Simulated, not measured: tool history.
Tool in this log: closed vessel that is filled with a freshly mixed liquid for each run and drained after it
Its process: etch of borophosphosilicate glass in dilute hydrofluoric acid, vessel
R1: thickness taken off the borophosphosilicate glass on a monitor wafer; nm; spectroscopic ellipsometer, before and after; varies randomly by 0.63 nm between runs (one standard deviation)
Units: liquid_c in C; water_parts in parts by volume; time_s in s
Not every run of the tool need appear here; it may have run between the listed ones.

run 1 hour=0.0 | liquid_c=20.0 water_parts=170 time_s=115 | R1=34.024
run 2 hour=3.3 | liquid_c=17.5 water_parts=170 time_s=115 | R1=30.386
run 3 hour=6.9 | liquid_c=19.5 water_parts=170 time_s=115 | R1=33.359
run 4 hour=11.7 | liquid_c=22.0 water_parts=150 time_s=115 | R1=42.523
run 5 hour=12.8 | liquid_c=22.0 water_parts=150 time_s=125 | R1=46.350
run 6 hour=16.9 | liquid_c=23.5 water_parts=140 time_s=125 | R1=53.589
run 7 hour=22.6 | liquid_c=24.5 water_parts=135 time_s=125 | R1=57.895
run 8 hour=27.2 | liquid_c=25.5 water_parts=130 time_s=125 | R1=62.267
run 9 hour=32.6 | liquid_c=26.0 water_parts=125 time_s=125 | R1=66.908
run 10 hour=34.0 | liquid_c=26.5 water_parts=125 time_s=125 | R1=67.222
run 11 hour=39.7 | liquid_c=27.0 water_parts=125 time_s=125 | R1=68.707

What will run 12 give?
run 12 hour=43.2 | liquid_c=27.5 water_parts=125 time_s=125 | R1=?

R1: 70.339 nm
